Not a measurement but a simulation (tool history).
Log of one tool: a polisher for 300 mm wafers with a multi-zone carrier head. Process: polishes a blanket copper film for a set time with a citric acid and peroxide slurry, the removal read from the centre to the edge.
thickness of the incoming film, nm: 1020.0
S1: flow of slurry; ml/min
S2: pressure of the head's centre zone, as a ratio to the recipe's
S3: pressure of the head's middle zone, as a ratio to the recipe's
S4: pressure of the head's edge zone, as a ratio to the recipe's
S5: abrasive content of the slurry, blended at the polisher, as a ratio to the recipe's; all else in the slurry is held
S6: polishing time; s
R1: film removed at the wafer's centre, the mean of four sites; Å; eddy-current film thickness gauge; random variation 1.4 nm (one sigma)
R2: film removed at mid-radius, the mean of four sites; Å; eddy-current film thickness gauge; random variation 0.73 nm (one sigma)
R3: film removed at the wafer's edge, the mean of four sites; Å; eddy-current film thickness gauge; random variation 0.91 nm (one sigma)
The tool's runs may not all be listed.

Run 1, hour 0: S1 195 ml/min, S2 1, S3 1, S4 1, S5 1, S6 46 s. Result: R1 1276.5 Å, R2 1235.2 Å, R3 1257.7 Å.
Run 2, hour 4: S1 190 ml/min, S2 0.98, S3 0.98, S4 0.99, S5 0.95, S6 46 s. Result: R1 1219 Å, R2 1176.9 Å, R3 1225.6 Å.
Run 3, hour 11.3: S1 185 ml/min, S2 0.96, S3 0.96, S4 0.98, S5 0.95, S6 46 s. Result: R1 1203.6 Å, R2 1145.3 Å, R3 1218 Å.
Run 4, hour 17.4: S1 185 ml/min, S2 0.96, S3 0.96, S4 1.06, S5 0.95, S6 46 s. Result: R1 1182.2 Å, R2 1146.7 Å, R3 1250.3 Å.
Run 5, hour 22.5: S1 215 ml/min, S2 0.96, S3 0.96, S4 1.06, S5 0.95, S6 46 s. Result: R1 1224.4 Å, R2 1167.3 Å, R3 1275.2 Å.
Run 6, hour 30.9: S1 205 ml/min, S2 0.94, S3 0.95, S4 1.04, S5 0.9, S6 46 s. Result: R1 1160.9 Å, R2 1157.4 Å, R3 1232.7 Å.
Run 7, hour 39.5: S1 195 ml/min, S2 0.93, S3 0.94, S4 1.03, S5 0.9, S6 46 s. Result: R1 1135.3 Å, R2 1115.3 Å, R3 1239.5 Å.
Run 8, hour 41: S1 190 ml/min, S2 0.93, S3 0.93, S4 1.01, S5 0.85, S6 46 s. Result: R1 1104.5 Å, R2 1098.2 Å, R3 1185.2 Å.
Run 9, hour 48: S1 185 ml/min, S2 0.93, S3 0.92, S4 1.01, S5 0.85, S6 46 s. Result: R1 1129.7 Å, R2 1081.7 Å, R3 1185.1 Å.

The next listed run, before its measurement:
Run 10, hour 48.8: S1 185 ml/min, S2 0.93, S3 0.92, S4 1.01, S5 0.85, S6 46 s. Result: R1 ?, R2 ?, R3 ?.

{"run 10": {"R1": 1114.8, "R2": 1075.3, "R3": 1214.9}}
